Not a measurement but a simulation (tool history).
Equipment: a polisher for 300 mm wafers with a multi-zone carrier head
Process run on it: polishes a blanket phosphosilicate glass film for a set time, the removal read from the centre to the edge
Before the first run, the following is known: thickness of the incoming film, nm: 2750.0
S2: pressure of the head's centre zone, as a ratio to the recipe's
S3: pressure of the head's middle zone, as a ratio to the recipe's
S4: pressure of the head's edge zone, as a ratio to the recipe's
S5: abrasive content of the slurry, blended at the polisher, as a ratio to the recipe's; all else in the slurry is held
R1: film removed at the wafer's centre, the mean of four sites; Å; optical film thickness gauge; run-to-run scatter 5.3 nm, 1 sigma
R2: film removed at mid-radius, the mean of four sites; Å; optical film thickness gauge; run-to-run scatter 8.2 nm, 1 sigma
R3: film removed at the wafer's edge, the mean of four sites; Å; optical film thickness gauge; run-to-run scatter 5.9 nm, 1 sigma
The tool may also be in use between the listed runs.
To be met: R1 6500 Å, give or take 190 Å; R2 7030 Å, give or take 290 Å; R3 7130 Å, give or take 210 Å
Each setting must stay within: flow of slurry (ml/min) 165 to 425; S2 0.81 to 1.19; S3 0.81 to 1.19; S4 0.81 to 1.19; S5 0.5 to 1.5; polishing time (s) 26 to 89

{"run": 1, "hour": 0.0, "flow of slurry (ml/min)": 275, "S2": 1, "S3": 1, "S4": 1, "S5": 1, "polishing time (s)": 57, "R1": 5004.3, "R2": 4956.6, "R3": 4950.8}
{"run": 2, "hour": 4.4, "flow of slurry (ml/min)": 275, "S2": 1, "S3": 1, "S4": 1, "S5": 1, "polishing time (s)": 44, "R1": 3837.8, "R2": 3825.9, "R3": 3814.4}
{"run": 3, "hour": 12.3, "flow of slurry (ml/min)": 275, "S2": 1, "S3": 1, "S4": 1, "S5": 1, "polishing time (s)": 33, "R1": 2905.3, "R2": 2875.9, "R3": 2882.9}
{"run": 4, "hour": 14.0, "flow of slurry (ml/min)": 275, "S2": 1, "S3": 1, "S4": 1, "S5": 0.85, "polishing time (s)": 33, "R1": 2691.8, "R2": 2685.4, "R3": 2667.1}
{"run": 5, "hour": 22.7, "flow of slurry (ml/min)": 275, "S2": 1, "S3": 1.04, "S4": 1, "S5": 0.85, "polishing time (s)": 33, "R1": 2663.3, "R2": 2724.8, "R3": 2707.5}
{"run": 6, "hour": 30.0, "flow of slurry (ml/min)": 300, "S2": 1, "S3": 1.04, "S4": 1, "S5": 0.85, "polishing time (s)": 33, "R1": 2726.1, "R2": 2767.3, "R3": 2714.1}
{"run": 7, "hour": 32.8, "flow of slurry (ml/min)": 295, "S2": 1, "S3": 1.05, "S4": 1.02, "S5": 0.95, "polishing time (s)": 37, "R1": 3195.3, "R2": 3249, "R3": 3218.9}
{"run": 8, "hour": 39.3, "flow of slurry (ml/min)": 295, "S2": 1, "S3": 1.07, "S4": 1.04, "S5": 1.05, "polishing time (s)": 39, "R1": 3511.2, "R2": 3596.9, "R3": 3571.6}
{"run": 9, "hour": 42.6, "flow of slurry (ml/min)": 295, "S2": 1, "S3": 1.08, "S4": 1.06, "S5": 1.1, "polishing time (s)": 42, "R1": 3887.4, "R2": 3996.6, "R3": 3907.5}
{"run": 10, "hour": 44.7, "flow of slurry (ml/min)": 295, "S2": 0.99, "S3": 1.08, "S4": 1.08, "S5": 1.15, "polishing time (s)": 44, "R1": 4106.4, "R2": 4192, "R3": 4186.9}
{"run": 11, "hour": 47.1, "flow of slurry (ml/min)": 295, "S2": 0.98, "S3": 1.09, "S4": 1.09, "S5": 1.2, "polishing time (s)": 46, "R1": 4249.5, "R2": 4669.6, "R3": 4585.7}
{"run": 12, "hour": 51.7, "flow of slurry (ml/min)": 290, "S2": 0.98, "S3": 1.09, "S4": 1.1, "S5": 1.25, "polishing time (s)": 48, "R1": 4549.4, "R2": 4868, "R3": 4744.1}
{"run": 13, "hour": 58.7, "flow of slurry (ml/min)": 305, "S2": 0.98, "S3": 1.09, "S4": 1.11, "S5": 1.3, "polishing time (s)": 49, "R1": 4803.2, "R2": 4985.8, "R3": 5016.8}
{"run": 14, "hour": 64.2, "flow of slurry (ml/min)": 305, "S2": 0.98, "S3": 1.09, "S4": 1.12, "S5": 1.35, "polishing time (s)": 51, "R1": 5019.5, "R2": 5306.9, "R3": 5293.9}
{"run": 15, "hour": 66.7, "flow of slurry (ml/min)": 305, "S2": 0.98, "S3": 1.09, "S4": 1.13, "S5": 1.35, "polishing time (s)": 53, "R1": 5211.8, "R2": 5500.9, "R3": 5517.6}
{"run": 16, "hour": 68.0, "flow of slurry (ml/min)": 305, "S2": 0.98, "S3": 1.09, "S4": 1.14, "S5": 1.35, "polishing time (s)": 54, "R1": 5325.1, "R2": 5583.3, "R3": 5631.4}
{"run": 17, "hour": 70.2, "flow of slurry (ml/min)": 305, "S2": 0.98, "S3": 1.09, "S4": 1.15, "S5": 1.35, "polishing time (s)": 55, "R1": 5331.6, "R2": 5694.9, "R3": 5791.6}
{"run": 18, "hour": 77.2, "flow of slurry (ml/min)": 305, "S2": 0.98, "S3": 1.09, "S4": 1.15, "S5": 1.35, "polishing time (s)": 55, "R1": 5465.5, "R2": 5694.4, "R3": 5887}

Next run, 5 choices. One meets every target within its allowed miss, the rest don't. Which?
{"run": "A", "hour": 84.2, "flow of slurry (ml/min)": 360, "S2": 0.92, "S3": 1.04, "S4": 1.19, "S5": 1.5, "polishing time (s)": 67, "R1": "?", "R2": "?", "R3": "?"}
{"run": "B", "hour": 84.2, "flow of slurry (ml/min)": 215, "S2": 0.97, "S3": 1.11, "S4": 1.15, "S5": 1.5, "polishing time (s)": 67, "R1": "?", "R2": "?", "R3": "?"}
{"run": "C", "hour": 84.2, "flow of slurry (ml/min)": 285, "S2": 0.98, "S3": 1, "S4": 1.06, "S5": 1.35, "polishing time (s)": 71, "R1": "?", "R2": "?", "R3": "?"}
{"run": "D", "hour": 84.2, "flow of slurry (ml/min)": 385, "S2": 1.04, "S3": 0.93, "S4": 1.19, "S5": 1.35, "polishing time (s)": 44, "R1": "?", "R2": "?", "R3": "?"}
{"run": "E", "hour": 84.2, "flow of slurry (ml/min)": 235, "S2": 1, "S3": 0.95, "S4": 1.19, "S5": 1.35, "polishing time (s)": 67, "R1": "?", "R2": "?", "R3": "?"}

move=A R1=6612.4 R2=7078.9 R3=7635.6
move=B R1=6559.5 R2=6909.3 R3=7187.3
move=C R1=7026.2 R2=6944.9 R3=7231.8
move=D R1=4761.5 R2=4275.2 R3=4856.7
move=E R1=6600.9 R2=6259.1 R3=7122.2
A: takes the biggest miss from the last run beyond its target
B: all results in spec
C: the worst result of the last run now meets its target, but another is out of spec
D: moves away from the targets compared with the last run
E: the worst result of the last run now meets its target, but another is out of spec
The right move is B.
